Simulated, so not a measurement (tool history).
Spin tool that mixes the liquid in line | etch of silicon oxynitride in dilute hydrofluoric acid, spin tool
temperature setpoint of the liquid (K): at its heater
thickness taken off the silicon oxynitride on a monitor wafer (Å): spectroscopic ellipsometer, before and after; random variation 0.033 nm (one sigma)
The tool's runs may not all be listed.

run  hour  temperature setpoint of the liquid (K)  parts of water to one part of 49 % hydrofluoric acid (parts by volume)  time under the liquid (s)  thickness taken off the silicon oxynitride on a monitor wafer (Å)
  1   0.0                                  297.15                                                                     125                        295                                                             49.189
  2   3.7                                  297.15                                                                     125                        315                                                             52.439
  3  10.9                                  297.15                                                                     125                        315                                                             51.600
  4  13.7                                  295.65                                                                     130                        315                                                             45.931
  5  17.7                                  295.65                                                                     130                        315                                                             47.251
  6  18.5                                  295.65                                                                     130                        295                                                             43.792

Run 7 is up next; what results do you expect?
  7  21.7                                  294.65                                                                     135                        295                                                                  ?

{"run 7": {"thickness taken off the silicon oxynitride on a monitor wafer (Å)": 39.282}}
